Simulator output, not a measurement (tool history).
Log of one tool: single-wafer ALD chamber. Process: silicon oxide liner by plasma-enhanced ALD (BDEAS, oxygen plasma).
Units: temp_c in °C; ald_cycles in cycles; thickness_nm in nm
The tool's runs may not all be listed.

run 1 hour=0.0 | temp_c=325 ald_cycles=55 | thickness_nm=5.0102
run 2 hour=4.0 | temp_c=325 ald_cycles=53 | thickness_nm=4.7884
run 3 hour=7.8 | temp_c=325 ald_cycles=52 | thickness_nm=4.7001
run 4 hour=14.7 | temp_c=325 ald_cycles=51 | thickness_nm=4.6169
run 5 hour=19.1 | temp_c=321 ald_cycles=51 | thickness_nm=4.6323
run 6 hour=22.4 | temp_c=321 ald_cycles=58 | thickness_nm=5.2939
run 7 hour=28.2 | temp_c=321 ald_cycles=58 | thickness_nm=5.3064
run 8 hour=35.3 | temp_c=321 ald_cycles=56 | thickness_nm=5.0912
run 9 hour=42.0 | temp_c=321 ald_cycles=56 | thickness_nm=5.0967
run 10 hour=50.3 | temp_c=321 ald_cycles=54 | thickness_nm=4.9216
run 11 hour=52.1 | temp_c=321 ald_cycles=53 | thickness_nm=4.8425
run 12 hour=53.3 | temp_c=322 ald_cycles=52 | thickness_nm=4.7464

The next listed run, before its measurement:
run 13 hour=61.6 | temp_c=322 ald_cycles=51 | thickness_nm=?

{"run 13": {"thickness_nm": 4.6257}}
